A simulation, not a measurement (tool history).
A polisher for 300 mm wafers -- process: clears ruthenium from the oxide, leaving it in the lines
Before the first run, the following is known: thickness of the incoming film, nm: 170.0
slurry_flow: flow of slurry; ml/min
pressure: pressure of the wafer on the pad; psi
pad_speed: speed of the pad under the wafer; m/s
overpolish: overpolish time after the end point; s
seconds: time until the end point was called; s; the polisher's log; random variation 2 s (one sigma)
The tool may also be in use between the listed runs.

run,hour,slurry_flow,pressure,pad_speed,overpolish,seconds
1,0,140,1.6,1.3,28,130.82
2,6.4,140,1.6,1.3,30,129.84
3,12.2,135,1.5,1.3,30,136.39
4,19.4,135,1.4,1.3,30,146.6
# hour 25.7: head pressure recalibrated
5,25.7,135,1.4,1.3,28,138.64
6,32.8,135,1.4,1.3,28,134.69

Run 7 is up next; what results do you expect?
7,35.5,135,1.3,1.24,28,?

{"run 7": {"seconds": 152.61}}

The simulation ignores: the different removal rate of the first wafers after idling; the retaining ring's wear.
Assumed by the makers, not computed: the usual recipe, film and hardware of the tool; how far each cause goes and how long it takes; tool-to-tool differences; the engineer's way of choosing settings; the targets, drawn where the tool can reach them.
